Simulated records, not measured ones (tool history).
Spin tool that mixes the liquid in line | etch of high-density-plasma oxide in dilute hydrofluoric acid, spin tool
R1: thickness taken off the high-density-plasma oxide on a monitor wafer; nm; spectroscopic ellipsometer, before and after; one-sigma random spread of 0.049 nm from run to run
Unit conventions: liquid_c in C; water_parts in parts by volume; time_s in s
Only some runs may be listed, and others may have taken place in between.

{"run": 1, "hour": 0.0, "liquid_c": 26.0, "water_parts": 60, "time_s": 65, "R1": 5.5728}
{"run": 2, "hour": 3.7, "liquid_c": 26.0, "water_parts": 55, "time_s": 65, "R1": 6.1577}
{"run": 3, "hour": 7.4, "liquid_c": 28.0, "water_parts": 55, "time_s": 65, "R1": 6.6499}
{"run": 4, "hour": 15.4, "liquid_c": 25.0, "water_parts": 55, "time_s": 65, "R1": 5.8965}
{"run": 5, "hour": 20.0, "liquid_c": 22.5, "water_parts": 55, "time_s": 65, "R1": 5.2857}
{"run": 6, "hour": 25.5, "liquid_c": 22.5, "water_parts": 45, "time_s": 65, "R1": 6.6118}
{"run": 7, "hour": 26.6, "liquid_c": 24.5, "water_parts": 45, "time_s": 65, "R1": 7.1693}
{"run": 8, "hour": 33.5, "liquid_c": 26.0, "water_parts": 45, "time_s": 65, "R1": 7.6068}

Expected results for the next run?
{"run": 9, "hour": 39.1, "liquid_c": 27.0, "water_parts": 45, "time_s": 65, "R1": "?"}

R1: 8.0138 nm

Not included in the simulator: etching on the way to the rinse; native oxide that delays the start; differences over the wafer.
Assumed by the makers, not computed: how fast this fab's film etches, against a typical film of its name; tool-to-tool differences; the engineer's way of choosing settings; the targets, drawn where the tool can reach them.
